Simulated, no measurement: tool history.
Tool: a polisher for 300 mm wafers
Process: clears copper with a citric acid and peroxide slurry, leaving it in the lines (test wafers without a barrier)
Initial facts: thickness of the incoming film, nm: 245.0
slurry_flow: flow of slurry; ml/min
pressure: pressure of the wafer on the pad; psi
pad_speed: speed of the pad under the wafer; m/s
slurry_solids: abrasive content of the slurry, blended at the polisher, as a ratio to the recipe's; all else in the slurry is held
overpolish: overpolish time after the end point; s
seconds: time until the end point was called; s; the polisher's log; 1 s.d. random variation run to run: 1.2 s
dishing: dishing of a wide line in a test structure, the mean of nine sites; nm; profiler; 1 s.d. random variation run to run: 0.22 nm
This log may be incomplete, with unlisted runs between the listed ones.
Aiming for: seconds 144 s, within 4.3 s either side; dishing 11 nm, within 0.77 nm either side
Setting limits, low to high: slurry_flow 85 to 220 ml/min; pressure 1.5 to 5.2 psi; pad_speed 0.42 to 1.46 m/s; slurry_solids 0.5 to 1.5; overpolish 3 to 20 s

Run 1, day 0: slurry_flow 140 ml/min, pressure 3.3 psi, pad_speed 0.94 m/s, slurry_solids 1, overpolish 10 s. Result: seconds 81.102 s, dishing 18.703 nm.
Run 2, day 0.112: slurry_flow 135 ml/min, pressure 3.1 psi, pad_speed 0.94 m/s, slurry_solids 1, overpolish 10 s. Result: seconds 87.415 s, dishing 17.739 nm.
Run 3, day 0.492: slurry_flow 135 ml/min, pressure 3.1 psi, pad_speed 0.94 m/s, slurry_solids 1.2, overpolish 10 s. Result: seconds 82.286 s, dishing 18.04 nm.
Run 4, day 0.771: slurry_flow 135 ml/min, pressure 3.1 psi, pad_speed 0.94 m/s, slurry_solids 1.2, overpolish 8 s. Result: seconds 82.114 s, dishing 14.924 nm.
Run 5, day 0.829: slurry_flow 105 ml/min, pressure 3.1 psi, pad_speed 0.94 m/s, slurry_solids 1.2, overpolish 8 s. Result: seconds 85.602 s, dishing 14.527 nm.
Run 6, day 1.125: slurry_flow 105 ml/min, pressure 3.1 psi, pad_speed 0.94 m/s, slurry_solids 1.2, overpolish 5 s. Result: seconds 86.831 s, dishing 9.4181 nm.
Run 7, day 1.417: slurry_flow 105 ml/min, pressure 2.9 psi, pad_speed 0.94 m/s, slurry_solids 1.2, overpolish 6 s. Result: seconds 91.931 s, dishing 10.336 nm.
Run 8, day 1.746: slurry_flow 105 ml/min, pressure 2.7 psi, pad_speed 0.94 m/s, slurry_solids 1.2, overpolish 7 s. Result: seconds 98.469 s, dishing 11.255 nm.
Run 9, day 1.817: slurry_flow 105 ml/min, pressure 2.7 psi, pad_speed 0.94 m/s, slurry_solids 1.2, overpolish 7 s. Result: seconds 97.43 s, dishing 11.291 nm.
Run 10, day 2.071: slurry_flow 95 ml/min, pressure 1.7 psi, pad_speed 0.92 m/s, slurry_solids 1.2, overpolish 11 s. Result: seconds 150.76 s, dishing 11.838 nm.

Next run, 5 choices. One meets every target within its allowed miss, the rest don't. Which?
Run A, day 2.325: slurry_flow 85 ml/min, pressure 1.7 psi, pad_speed 1.04 m/s, slurry_solids 1.2, overpolish 8 s. Result: seconds ?, dishing ?.
Run B, day 2.325: slurry_flow 85 ml/min, pressure 2.2 psi, pad_speed 0.84 m/s, slurry_solids 1.2, overpolish 9 s. Result: seconds ?, dishing ?.
Run C, day 2.325: slurry_flow 85 ml/min, pressure 1.7 psi, pad_speed 0.98 m/s, slurry_solids 1.15, overpolish 10 s. Result: seconds ?, dishing ?.
Run D, day 2.325: slurry_flow 100 ml/min, pressure 1.7 psi, pad_speed 0.98 m/s, slurry_solids 1.25, overpolish 8 s. Result: seconds ?, dishing ?.
Run E, day 2.325: slurry_flow 90 ml/min, pressure 1.6 psi, pad_speed 0.96 m/s, slurry_solids 1.2, overpolish 12 s. Result: seconds ?, dishing ?.

move  seconds  dishing
   A   134.45    9.064
   B   133.06   10.295
   C   143.89   10.499
   D   137.36   8.8824
   E    151.1   11.878
A: takes the biggest miss from the last run beyond its target
B: takes the biggest miss from the last run beyond its target
C: all results in spec
D: takes the biggest miss from the last run beyond its target
E: misses by more than the last run did
C meets every target.
